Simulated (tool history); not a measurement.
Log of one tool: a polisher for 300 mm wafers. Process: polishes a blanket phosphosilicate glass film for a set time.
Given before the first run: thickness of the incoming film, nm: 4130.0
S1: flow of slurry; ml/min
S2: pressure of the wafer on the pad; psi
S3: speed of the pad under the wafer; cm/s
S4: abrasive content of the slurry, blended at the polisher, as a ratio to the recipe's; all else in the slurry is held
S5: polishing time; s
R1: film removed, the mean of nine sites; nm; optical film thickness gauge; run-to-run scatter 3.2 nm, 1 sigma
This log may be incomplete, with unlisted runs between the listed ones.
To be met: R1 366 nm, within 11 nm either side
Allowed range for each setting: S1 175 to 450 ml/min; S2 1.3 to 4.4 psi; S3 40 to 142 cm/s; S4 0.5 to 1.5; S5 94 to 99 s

run  hour   S1   S2  S3  S4  S5      R1
  1     0  290  2.8  90   1  94  527.58
  2   5.7  290  2.7  90   1  94  506.28
  3   7.8  290  2.4  90   1  94  463.48
  4  10.7  250  2.4  90   1  94  453.56
  5  16.3  250  2.9  90   1  94  535.23
  6  19.4  250  2.8  90   1  94  517.25
  7  24.4  250  2.7  90   1  94  504.25
  8  25.4  250  2.6  90   1  94  481.78
  9  28.9  250  2.5  90   1  94  460.92
 10    34  245  2.4  90   1  94  449.49
 11  35.6  245  2.3  90   1  94  433.77
 12  40.9  245  2.2  90   1  94  417.61
 13  46.9  235    2  90   1  94   395.9
 14  55.1  230  1.9  90   1  94  376.09

Exactly one of the 5 candidate moves below puts every result within its allowed miss. Which one?
  A  63.3  265  1.8  86   1.1  99   ?
  B  63.3  180  1.9  88   1.1  99   ?
  C  63.3  280  1.9  94  0.95  95   ?
  D  63.3  250  1.6  96   1.1  99   ?
  E  63.3  225  2.4  76  0.85  96   ?

move      R1
   A  397.08
   B  398.31
   C  399.38
   D  395.25
   E  374.64
A: its largest miss is bigger than the last run's
B: its largest miss is bigger than the last run's
C: its largest miss is bigger than the last run's
D: its largest miss is bigger than the last run's
E: hits every target within its allowed miss
E is the move that brings every result within its allowed miss.

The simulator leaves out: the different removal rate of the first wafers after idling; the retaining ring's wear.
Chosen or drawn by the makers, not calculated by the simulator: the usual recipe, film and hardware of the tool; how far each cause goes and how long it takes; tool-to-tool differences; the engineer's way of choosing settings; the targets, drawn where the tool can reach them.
